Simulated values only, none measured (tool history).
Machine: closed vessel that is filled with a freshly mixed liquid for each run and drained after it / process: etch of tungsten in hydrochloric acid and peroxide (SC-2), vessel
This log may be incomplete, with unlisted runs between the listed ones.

| run | hour | temperature setpoint of the liquid (K) | parts of water to one part each of 37 % hydrochloric acid and 30 % peroxide (parts by volume) | time in the liquid (s) | thickness taken off the tungsten on a monitor wafer (nm) |
|---|---|---|---|---|---|
| 1 | 0 | 321.15 | 9 | 240 | 63.606 |
| 2 | 2.5 | 322.65 | 9 | 240 | 69.535 |
| 3 | 9 | 322.65 | 9 | 255 | 74.19 |
| 4 | 17.1 | 322.65 | 9 | 255 | 73.553 |
| 5 | 25.7 | 322.65 | 9 | 255 | 73.1 |
| 6 | 26.5 | 322.65 | 9 | 255 | 73.999 |

Run 7 comes next. What will it give?
| 7 | 29.7 | 323.65 | 9 | 255 | ? |

thickness taken off the tungsten on a monitor wafer (nm): 79.302
